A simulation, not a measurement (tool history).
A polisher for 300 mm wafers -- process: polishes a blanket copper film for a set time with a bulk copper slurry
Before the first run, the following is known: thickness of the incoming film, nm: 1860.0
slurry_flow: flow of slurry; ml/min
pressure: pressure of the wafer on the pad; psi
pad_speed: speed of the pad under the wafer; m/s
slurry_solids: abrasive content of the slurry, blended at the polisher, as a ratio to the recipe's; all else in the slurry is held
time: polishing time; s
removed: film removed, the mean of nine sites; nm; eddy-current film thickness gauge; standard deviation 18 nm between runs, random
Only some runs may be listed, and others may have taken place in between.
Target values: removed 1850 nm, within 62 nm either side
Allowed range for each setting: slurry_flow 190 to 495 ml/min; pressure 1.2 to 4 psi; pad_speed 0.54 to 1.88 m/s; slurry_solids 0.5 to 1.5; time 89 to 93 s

| run | hour | slurry_flow | pressure | pad_speed | slurry_solids | time | removed |
|---|---|---|---|---|---|---|---|
| 1 | 0 | 320 | 2.6 | 1.2 | 1 | 89 | 1031.9 |
| 2 | 1.7 | 320 | 2.9 | 1.2 | 1 | 89 | 1128.6 |
| 3 | 5.4 | 320 | 3 | 1.22 | 1 | 89 | 1200.8 |
| 4 | 9.8 | 320 | 2.7 | 1.22 | 1 | 89 | 1074.8 |
| 5 | 12.3 | 320 | 2.9 | 1.24 | 1 | 89 | 1173.4 |
| 6 | 15 | 320 | 3 | 1.26 | 1 | 89 | 1225.5 |
| 7 | 23.4 | 320 | 3.7 | 1.34 | 1 | 89 | 1580.9 |
| 8 | 31.7 | 320 | 3.7 | 1.36 | 1 | 89 | 1589.2 |
| 9 | 32.6 | 320 | 3.7 | 1.38 | 1 | 89 | 1625.3 |
| 10 | 36.6 | 320 | 3.9 | 1.42 | 1 | 89 | 1724.9 |

Exercise: of the 4 proposed moves below, exactly one satisfies all targets within the stated allowed misses. Which move is it?
| A | 40.6 | 350 | 3.1 | 1.52 | 1 | 93 | ? |
| B | 40.6 | 290 | 3.9 | 1.3 | 0.95 | 89 | ? |
| C | 40.6 | 305 | 3.8 | 1.52 | 1.1 | 91 | ? |
| D | 40.6 | 325 | 3.8 | 1.38 | 0.95 | 89 | ? |

| move | removed |
|---|---|
| A | 1529.4 |
| B | 1575.3 |
| C | 1849.9 |
| D | 1624.3 |
A: the biggest miss grows against the last run
B: the biggest miss grows against the last run
C: in spec on every target
D: the biggest miss grows against the last run
So the answer is move C, the one that meets all the targets.
